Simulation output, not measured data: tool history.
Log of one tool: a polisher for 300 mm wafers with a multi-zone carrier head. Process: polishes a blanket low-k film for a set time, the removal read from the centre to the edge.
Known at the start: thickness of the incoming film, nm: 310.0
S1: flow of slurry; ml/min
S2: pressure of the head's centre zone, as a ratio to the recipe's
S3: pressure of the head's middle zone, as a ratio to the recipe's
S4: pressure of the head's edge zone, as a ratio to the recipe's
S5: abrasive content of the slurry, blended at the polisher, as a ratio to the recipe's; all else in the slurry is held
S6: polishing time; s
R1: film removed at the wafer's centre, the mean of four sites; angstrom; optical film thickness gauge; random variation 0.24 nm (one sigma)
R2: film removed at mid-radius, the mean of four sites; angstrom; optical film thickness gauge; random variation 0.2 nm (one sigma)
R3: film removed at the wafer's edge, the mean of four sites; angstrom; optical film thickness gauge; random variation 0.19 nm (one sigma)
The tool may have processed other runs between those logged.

Run 1, day 0: S1 230 ml/min, S2 1, S3 1, S4 1, S5 1, S6 42 s. Result: R1 120.49 angstrom, R2 112.42 angstrom, R3 120.06 angstrom.
Run 2, day 0.225: S1 230 ml/min, S2 1, S3 1.01, S4 1.01, S5 1.05, S6 42 s. Result: R1 119.6 angstrom, R2 121.42 angstrom, R3 123.33 angstrom.
Run 3, day 0.596: S1 230 ml/min, S2 1, S3 1.01, S4 1.01, S5 1.05, S6 37 s. Result: R1 107.34 angstrom, R2 104.52 angstrom, R3 109.35 angstrom.
Run 4, day 0.908: S1 230 ml/min, S2 1.01, S3 1, S4 1.03, S5 1.1, S6 38 s. Result: R1 113.24 angstrom, R2 110.69 angstrom, R3 117.99 angstrom.
Run 5, day 1.017: S1 230 ml/min, S2 1.01, S3 1, S4 1.03, S5 1.2, S6 38 s. Result: R1 118.19 angstrom, R2 116.23 angstrom, R3 121.7 angstrom.
Run 6, day 1.358: S1 230 ml/min, S2 1.02, S3 1, S4 1.05, S5 1.25, S6 39 s. Result: R1 126.11 angstrom, R2 118.99 angstrom, R3 129.37 angstrom.

What will run 7 give?
Run 7, day 1.462: S1 230 ml/min, S2 1.02, S3 1.01, S4 1.06, S5 1.3, S6 40 s. Result: R1 ?, R2 ?, R3 ?.

For run 7 the tool returned R1 125.69 angstrom, R2 127.32 angstrom, R3 132.37 angstrom.
